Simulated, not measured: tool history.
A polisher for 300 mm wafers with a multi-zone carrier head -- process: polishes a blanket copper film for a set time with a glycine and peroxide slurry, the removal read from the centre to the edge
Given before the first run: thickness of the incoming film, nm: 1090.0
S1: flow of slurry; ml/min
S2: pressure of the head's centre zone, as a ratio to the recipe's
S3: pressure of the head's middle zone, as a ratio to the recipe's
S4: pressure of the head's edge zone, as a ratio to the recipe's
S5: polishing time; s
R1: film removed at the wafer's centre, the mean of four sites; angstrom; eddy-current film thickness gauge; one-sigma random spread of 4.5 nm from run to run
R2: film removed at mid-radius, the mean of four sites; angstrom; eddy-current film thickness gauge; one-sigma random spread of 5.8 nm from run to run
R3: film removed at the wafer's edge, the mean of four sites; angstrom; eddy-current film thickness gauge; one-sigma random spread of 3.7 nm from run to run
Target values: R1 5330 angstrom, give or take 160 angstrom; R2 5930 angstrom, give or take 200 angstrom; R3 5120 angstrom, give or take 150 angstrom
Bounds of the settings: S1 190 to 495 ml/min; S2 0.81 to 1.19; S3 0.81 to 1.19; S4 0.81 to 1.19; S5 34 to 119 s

run  hour   S1    S2    S3    S4   S5      R1      R2      R3
  1     0  320     1     1     1   76  3917.7  3975.4  3775.4
  2   4.1  330  1.02  1.05  1.04   82  4377.7  4511.1    4155
  3   6.5  370  1.02  1.05  1.04   82  4392.3  4500.9  4218.3
  4  14.2  370  1.02  0.97  1.04   82    4450  4226.6  4227.4
  5  15.7  370  1.02  0.97  1.04   96  5148.2  4968.7  4955.9
  6  24.4  370  1.02  0.97  1.04  108  5772.5    5461  5571.6
  7  33.1  355  1.01  1.01  1.01  108  5771.7  5804.6  5485.2
  8  39.4  340  0.94  1.04  0.92  105  5080.8    5756  5128.7

Pick the move, out of 4, that brings all results within their allowed miss; only one does.
  A  45.7  345  0.99  1.12  0.85  103   ?   ?   ?
  B  45.7  345  0.95  0.96  0.89  107   ?   ?   ?
  C  45.7  320  0.97  1.01  0.95  105   ?   ?   ?
  D  45.7  290  0.91  1.02  0.82  112   ?   ?   ?

move      R1      R2      R3
   A  5353.7  5894.5  4742.7
   B  5350.1  5373.1    5040
   C  5312.7  5464.9  5065.9
   D  5289.9    5824    5020
A: gets the furthest-off result to its target, but another result is out of tolerance
B: gets the furthest-off result to its target, but another result is out of tolerance
C: gets the furthest-off result to its target, but another result is out of tolerance
D: every result lands within tolerance
So the answer is move D, the one that meets all the targets.
